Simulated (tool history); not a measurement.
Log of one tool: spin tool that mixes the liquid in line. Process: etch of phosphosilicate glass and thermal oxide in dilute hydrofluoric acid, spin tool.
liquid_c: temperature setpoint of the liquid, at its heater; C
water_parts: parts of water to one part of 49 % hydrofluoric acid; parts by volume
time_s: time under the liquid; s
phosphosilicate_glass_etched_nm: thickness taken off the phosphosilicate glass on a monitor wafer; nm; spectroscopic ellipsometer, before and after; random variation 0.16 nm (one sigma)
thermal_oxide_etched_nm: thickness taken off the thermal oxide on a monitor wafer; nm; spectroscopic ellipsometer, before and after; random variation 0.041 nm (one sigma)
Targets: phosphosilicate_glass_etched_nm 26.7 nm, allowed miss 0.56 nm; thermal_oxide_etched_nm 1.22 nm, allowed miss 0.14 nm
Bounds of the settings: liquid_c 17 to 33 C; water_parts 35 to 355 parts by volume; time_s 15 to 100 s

run  hour  liquid_c  water_parts  time_s  phosphosilicate_glass_etched_nm  thermal_oxide_etched_nm
  1     0        25          195      50                           21.426                   0.9397
  2   3.3        22          195      50                           19.229                  0.84387
  3   4.5      23.5          195      50                           20.083                   0.9833
  4  10.3        20          195      50                           17.581                   0.8025
  5    17      22.5          195      50                           19.327                  0.86945
  6  25.7      22.5          165      50                            23.67                   1.1178
  7  27.8        23          165      50                           24.228                   1.1159
  8  32.7      23.5          165      50                           24.793                    1.138
  9  35.8        24          165      50                           25.098                   1.1564
 10  36.9      24.5          165      50                           25.739                   1.1569
 11  37.6      24.5          165      50                           25.522                   1.1784
 12  45.2      24.5          165      50                           25.529                   1.1886
 13  49.4      24.5          165      50                           25.608                   1.0848
 14  57.6        24          160      50                           25.757                   1.2416

4 next moves are on the table. One of them brings every result within its allowed miss. Which?
  A  65.8        23          160      55                                ?                        ?
  B  65.8        24          105      30                                ?                        ?
  C  65.8      25.5          150      45                                ?                        ?
  D  65.8      29.5          295      95                                ?                        ?

move  phosphosilicate_glass_etched_nm  thermal_oxide_etched_nm
   A                           27.582                   1.2384
   B                           25.402                   1.1405
   C                           26.775                   1.2021
   D                           28.047                   1.2592
A: takes the result that was furthest off past its target
B: further off than the last run
C: meets every target
D: takes the result that was furthest off past its target
The right move is C.
